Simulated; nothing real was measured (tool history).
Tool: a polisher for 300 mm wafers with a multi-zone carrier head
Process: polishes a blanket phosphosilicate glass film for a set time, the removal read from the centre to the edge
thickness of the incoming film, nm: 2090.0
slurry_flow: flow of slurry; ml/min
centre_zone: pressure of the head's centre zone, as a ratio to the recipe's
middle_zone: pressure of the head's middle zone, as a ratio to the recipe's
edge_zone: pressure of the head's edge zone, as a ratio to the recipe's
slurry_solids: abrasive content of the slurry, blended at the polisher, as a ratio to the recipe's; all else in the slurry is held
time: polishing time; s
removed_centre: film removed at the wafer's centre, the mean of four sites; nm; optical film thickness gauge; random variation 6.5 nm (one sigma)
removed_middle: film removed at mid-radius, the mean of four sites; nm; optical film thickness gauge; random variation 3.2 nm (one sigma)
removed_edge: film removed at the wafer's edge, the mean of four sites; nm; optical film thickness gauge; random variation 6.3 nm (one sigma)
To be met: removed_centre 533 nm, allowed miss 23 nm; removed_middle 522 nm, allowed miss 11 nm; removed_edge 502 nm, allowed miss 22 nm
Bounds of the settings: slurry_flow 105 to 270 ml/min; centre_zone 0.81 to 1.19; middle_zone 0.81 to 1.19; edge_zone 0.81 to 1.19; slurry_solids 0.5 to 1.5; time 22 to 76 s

run  hour  slurry_flow  centre_zone  middle_zone  edge_zone  slurry_solids  time  removed_centre  removed_middle  removed_edge
  1     0          175            1            1          1              1    49          352.88           352.9        343.44
  2   1.3          185         1.02         1.02       1.03            1.1    49           364.2          372.84         370.2
  3   8.4          195         1.05         1.03       1.02            1.2    50          409.14          395.05        388.05
  4  11.4          195         1.05         1.07       1.02            1.2    50          410.62          406.99         390.5
  5  20.1          200         1.06         1.09       1.04           1.25    51          424.39          424.03        397.06
  6  24.2          200         1.14         1.09       1.04           1.25    51          472.16          427.12        393.21
  7  31.8          205         1.13          1.1       1.06            1.3    52          480.87          442.04        415.12
  8  37.4          210         1.12         1.11       1.07           1.35    53           484.1           461.7        432.52
  9  42.6          215         1.12         1.11       1.08            1.4    54          503.88          475.41        446.69
 10  44.5          215         1.12         1.11       1.09            1.4    55           499.4          488.45        460.25
 11  49.1          255         1.16         1.12       1.18           1.45    55          551.22          508.68        492.25
 12  53.8          255         1.15         1.12       1.18           1.45    55          556.26          506.75        499.69
 13  56.7          255         1.14         1.13       1.18           1.45    55          543.34           505.7        498.94

5 next moves are on the table. One of them brings every result within its allowed miss. Which?
  A  59.6          220         1.04         1.18       1.11            1.5    58               ?               ?             ?
  B  59.6          240         1.09         1.07       1.19           1.05    60               ?               ?             ?
  C  59.6          270         1.09         1.08       1.19            1.5    54               ?               ?             ?
  D  59.6          240         1.13         1.06       1.18           1.35    58               ?               ?             ?
  E  59.6          270          1.1         1.13       1.15            1.5    56               ?               ?             ?

move  removed_centre  removed_middle  removed_edge
   A          518.37          546.39        498.53
   B          509.09             478        482.96
   C          519.84           490.4        490.69
   D          552.29          496.85        503.12
   E          544.23          524.56        499.62
A: takes the result that was furthest off past its target
B: further off than the last run
C: further off than the last run
D: further off than the last run
E: meets every target
Move E is the one to make.

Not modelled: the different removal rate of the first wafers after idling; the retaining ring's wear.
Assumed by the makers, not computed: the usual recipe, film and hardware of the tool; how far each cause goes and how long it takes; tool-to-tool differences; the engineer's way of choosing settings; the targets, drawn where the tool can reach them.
